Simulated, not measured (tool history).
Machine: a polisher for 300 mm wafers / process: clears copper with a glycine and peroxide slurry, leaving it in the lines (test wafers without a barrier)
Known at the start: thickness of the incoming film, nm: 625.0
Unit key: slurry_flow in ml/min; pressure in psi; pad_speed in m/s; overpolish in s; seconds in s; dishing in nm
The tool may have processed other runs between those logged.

run  hour  slurry_flow  pressure  pad_speed  overpolish  seconds  dishing
  1     0          235       2.4       0.76          17   144.64   45.813
  2   4.6          235       2.4       0.76          11   145.02   32.752
  3   5.9          235       2.6       0.76          11   137.42   34.428
  4  11.2          235       2.6       0.76           5    135.7   17.378
  5    14          195       2.6       0.76           5   140.86   17.165
  6  15.2          205       2.7       0.78           6    131.6   21.289
  7  18.1          205       2.8        0.8           7   126.17   25.401
  8  21.2          200       3.4       0.88          12   100.52   48.417

Run 9 has not been measured yet. What should we expect?
  9  29.9          210       3.4       0.88          12        ?        ?

Run 9 yielded seconds 99.548 s, dishing 47.3 nm.
